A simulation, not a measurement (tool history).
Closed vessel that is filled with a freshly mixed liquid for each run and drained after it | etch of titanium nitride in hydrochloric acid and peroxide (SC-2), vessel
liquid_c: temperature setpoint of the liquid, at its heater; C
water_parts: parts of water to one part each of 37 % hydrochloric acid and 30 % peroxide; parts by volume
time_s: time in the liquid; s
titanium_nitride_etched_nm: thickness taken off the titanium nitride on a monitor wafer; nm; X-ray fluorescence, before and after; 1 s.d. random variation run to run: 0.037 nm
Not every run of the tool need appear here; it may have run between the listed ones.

run 1 hour=0 | liquid_c=46 water_parts=8.5 time_s=580 | titanium_nitride_etched_nm=21.427
run 2 hour=7.1 | liquid_c=46 water_parts=8.5 time_s=580 | titanium_nitride_etched_nm=21.433
run 3 hour=16.2 | liquid_c=43 water_parts=8.5 time_s=580 | titanium_nitride_etched_nm=17.465
run 4 hour=21.2 | liquid_c=43 water_parts=6 time_s=580 | titanium_nitride_etched_nm=22.81
run 5 hour=27.4 | liquid_c=36.5 water_parts=6 time_s=580 | titanium_nitride_etched_nm=14.505
run 6 hour=31.9 | liquid_c=36.5 water_parts=6 time_s=580 | titanium_nitride_etched_nm=14.485
run 7 hour=40.8 | liquid_c=36 water_parts=7.5 time_s=580 | titanium_nitride_etched_nm=11.756
run 8 hour=46.6 | liquid_c=35.5 water_parts=8.5 time_s=580 | titanium_nitride_etched_nm=10.237
run 9 hour=53.2 | liquid_c=35.5 water_parts=9.5 time_s=580 | titanium_nitride_etched_nm=9.4193
run 10 hour=60 | liquid_c=35.5 water_parts=10.5 time_s=580 | titanium_nitride_etched_nm=8.5544
run 11 hour=62.5 | liquid_c=35.5 water_parts=11 time_s=580 | titanium_nitride_etched_nm=8.3341

Run 12, settings as shown, results not yet in. Your forecast:
run 12 hour=70.3 | liquid_c=35.5 water_parts=11 time_s=580 | titanium_nitride_etched_nm=?

titanium_nitride_etched_nm: 8.2741 nm

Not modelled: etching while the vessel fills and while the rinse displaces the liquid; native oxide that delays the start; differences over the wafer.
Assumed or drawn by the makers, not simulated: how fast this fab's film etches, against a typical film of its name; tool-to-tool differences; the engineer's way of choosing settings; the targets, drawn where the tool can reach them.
